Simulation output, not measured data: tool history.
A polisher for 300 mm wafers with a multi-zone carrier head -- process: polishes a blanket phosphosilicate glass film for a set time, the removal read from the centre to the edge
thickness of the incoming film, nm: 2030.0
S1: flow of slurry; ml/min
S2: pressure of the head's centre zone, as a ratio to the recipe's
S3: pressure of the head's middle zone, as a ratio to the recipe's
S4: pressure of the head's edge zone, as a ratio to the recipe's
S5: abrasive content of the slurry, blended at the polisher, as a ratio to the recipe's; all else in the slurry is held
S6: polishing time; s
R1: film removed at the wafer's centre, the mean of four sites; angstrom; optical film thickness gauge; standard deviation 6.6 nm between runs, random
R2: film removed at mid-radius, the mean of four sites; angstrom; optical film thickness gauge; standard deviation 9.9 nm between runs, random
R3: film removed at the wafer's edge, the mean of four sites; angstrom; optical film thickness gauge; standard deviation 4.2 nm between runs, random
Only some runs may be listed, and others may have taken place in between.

run 1 hour=0 | S1=225 S2=1 S3=1 S4=1 S5=1 S6=40 | R1=5272.1 R2=5314 R3=5230.5
run 2 hour=3.1 | S1=225 S2=1 S3=0.94 S4=1 S5=1 S6=40 | R1=5236.2 R2=4986 R3=5123.6
run 3 hour=6.2 | S1=190 S2=1 S3=0.94 S4=1 S5=1 S6=40 | R1=5164.1 R2=4933.9 R3=5134.2
run 4 hour=12.9 | S1=195 S2=1.04 S3=0.98 S4=1.02 S5=1.05 S6=40 | R1=5520.1 R2=5110.7 R3=5300.5
run 5 hour=16.7 | S1=210 S2=1.06 S3=1.02 S4=1.03 S5=1.1 S6=40 | R1=5710.3 R2=5457.1 R3=5386.8
run 6 hour=19.4 | S1=215 S2=1.08 S3=1.04 S4=1.05 S5=1.2 S6=40 | R1=5978.7 R2=5758.9 R3=5624.7

Forecast run 7:
run 7 hour=21.9 | S1=220 S2=1.1 S3=1.05 S4=1.06 S5=1.25 S6=40 | R1=? R2=? R3=?

R1: 6203.5 angstrom
R2: 5977 angstrom
R3: 5725.9 angstrom
